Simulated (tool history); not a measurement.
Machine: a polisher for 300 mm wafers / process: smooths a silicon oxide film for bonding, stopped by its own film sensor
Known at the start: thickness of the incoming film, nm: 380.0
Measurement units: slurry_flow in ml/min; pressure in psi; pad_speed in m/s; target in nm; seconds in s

run 1 hour=0 | slurry_flow=315 pressure=1.4 pad_speed=0.76 slurry_solids=1 target=356 | seconds=69.826
run 2 hour=5.2 | slurry_flow=315 pressure=1.4 pad_speed=0.76 slurry_solids=0.85 target=356 | seconds=74.694
run 3 hour=10.5 | slurry_flow=315 pressure=1.5 pad_speed=0.76 slurry_solids=0.85 target=356 | seconds=70.336
run 4 hour=11.4 | slurry_flow=315 pressure=1.7 pad_speed=0.76 slurry_solids=0.85 target=356 | seconds=62.086
run 5 hour=15.5 | slurry_flow=315 pressure=1.7 pad_speed=0.76 slurry_solids=0.75 target=356 | seconds=68.336
run 6 hour=23.4 | slurry_flow=315 pressure=1.7 pad_speed=0.64 slurry_solids=0.75 target=356 | seconds=76.33
run 7 hour=32.3 | slurry_flow=315 pressure=1.8 pad_speed=0.64 slurry_solids=0.75 target=356 | seconds=72.188

Run 8, settings as shown, results not yet in. Your forecast:
run 8 hour=34.3 | slurry_flow=315 pressure=1.9 pad_speed=0.64 slurry_solids=0.75 target=356 | seconds=?

For run 8 the tool returned seconds 67.927 s.
